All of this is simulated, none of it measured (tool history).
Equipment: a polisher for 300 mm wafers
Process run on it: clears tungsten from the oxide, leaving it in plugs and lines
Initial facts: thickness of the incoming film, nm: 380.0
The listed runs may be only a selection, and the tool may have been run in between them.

run  hour  flow of slurry (ml/min)  pressure of the wafer on the pad (psi)  speed of the pad under the wafer (m/s)  abrasive content of the slurry  overpolish time after the end point (s)  time until the end point was called (s)
  1   0.0                      210                                     4.5                                    1.32                             1.0                                       31                                   55.051
  2   2.5                      210                                     3.9                                    1.32                             1.0                                       31                                   63.980
  3   6.2                      210                                     3.9                                    1.50                             1.0                                       31                                   55.220
  4  11.3                      210                                     3.7                                    1.50                             1.0                                       31                                   58.469
  5  14.9                      210                                     4.2                                    1.50                             1.0                                       31                                   52.021
  6  19.4                      210                                     4.2                                    1.68                             1.0                                       31                                   46.434
  7  21.5                      210                                     4.0                                    1.66                             1.0                                       31                                   49.618
  8  23.9                      210                                     3.8                                    1.66                             1.0                                       31                                   52.246

What will run 9 give?
  9  29.4                      210                                     3.6                                    1.66                             1.0                                       31                                        ?

time until the end point was called (s): 53.698

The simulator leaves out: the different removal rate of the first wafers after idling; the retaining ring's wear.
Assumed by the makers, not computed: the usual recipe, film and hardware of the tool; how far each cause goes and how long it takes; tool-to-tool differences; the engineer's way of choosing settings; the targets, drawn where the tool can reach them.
